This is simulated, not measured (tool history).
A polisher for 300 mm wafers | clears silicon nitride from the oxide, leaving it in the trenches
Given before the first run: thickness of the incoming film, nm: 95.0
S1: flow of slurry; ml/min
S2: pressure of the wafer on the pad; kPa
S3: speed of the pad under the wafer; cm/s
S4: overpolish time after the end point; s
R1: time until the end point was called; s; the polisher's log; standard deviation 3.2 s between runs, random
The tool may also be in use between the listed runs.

run  hour   S1    S2   S3  S4       R1
  1   0.0  210  17.9  122  23   84.640
  2   3.1  210  15.9  116  23  102.450
  3   6.0  210  14.5  112  23  117.050
  4   9.7  210  14.5  134  23   96.133
  5  16.0  255  14.5  134  23   93.906
  6  23.4  255  17.9  134  23   77.785

Run 7 is up next; what results do you expect?
  7  24.7  255  17.9  134  23   ?

Run 7 gave R1 78.456 s.
